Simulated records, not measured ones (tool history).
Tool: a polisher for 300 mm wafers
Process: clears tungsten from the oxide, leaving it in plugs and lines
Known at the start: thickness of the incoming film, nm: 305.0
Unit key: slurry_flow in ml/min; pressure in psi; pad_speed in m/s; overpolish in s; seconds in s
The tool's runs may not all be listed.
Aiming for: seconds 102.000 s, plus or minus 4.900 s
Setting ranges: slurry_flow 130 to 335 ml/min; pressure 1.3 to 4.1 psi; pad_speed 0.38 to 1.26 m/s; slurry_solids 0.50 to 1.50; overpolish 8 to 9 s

run 1 hour=0.0 | slurry_flow=215 pressure=2.7 pad_speed=0.82 slurry_solids=1.00 overpolish=9 | seconds=142.320
run 2 hour=2.7 | slurry_flow=215 pressure=2.8 pad_speed=0.82 slurry_solids=1.00 overpolish=9 | seconds=136.950
run 3 hour=5.0 | slurry_flow=215 pressure=3.4 pad_speed=0.82 slurry_solids=1.00 overpolish=9 | seconds=114.280
run 4 hour=12.4 | slurry_flow=165 pressure=3.4 pad_speed=0.82 slurry_solids=1.00 overpolish=9 | seconds=122.480
run 5 hour=15.3 | slurry_flow=170 pressure=3.4 pad_speed=0.82 slurry_solids=1.00 overpolish=9 | seconds=118.990
run 6 hour=22.5 | slurry_flow=175 pressure=3.4 pad_speed=0.82 slurry_solids=1.00 overpolish=9 | seconds=118.410
run 7 hour=24.2 | slurry_flow=180 pressure=3.4 pad_speed=0.82 slurry_solids=1.00 overpolish=9 | seconds=115.260
run 8 hour=25.4 | slurry_flow=185 pressure=3.4 pad_speed=0.82 slurry_solids=1.00 overpolish=9 | seconds=117.650
run 9 hour=34.4 | slurry_flow=190 pressure=3.4 pad_speed=0.82 slurry_solids=1.00 overpolish=9 | seconds=117.460

Exercise: of the 4 proposed moves below, exactly one satisfies all targets within the stated allowed misses. Which move is it?
run A hour=43.4 | slurry_flow=170 pressure=2.8 pad_speed=0.84 slurry_solids=1.10 overpolish=9 | seconds=?
run B hour=43.4 | slurry_flow=215 pressure=3.8 pad_speed=0.96 slurry_solids=0.95 overpolish=8 | seconds=?
run C hour=43.4 | slurry_flow=175 pressure=3.8 pad_speed=0.86 slurry_solids=0.95 overpolish=9 | seconds=?
run D hour=43.4 | slurry_flow=200 pressure=3.4 pad_speed=0.66 slurry_solids=1.00 overpolish=9 | seconds=?

move=A seconds=140.990
move=B seconds=92.042
move=C seconds=105.280
move=D seconds=145.080
A: misses by more than the last run did
B: takes the biggest miss from the last run beyond its target
C: meets every target
D: misses by more than the last run did
Go with C: it meets all targets.
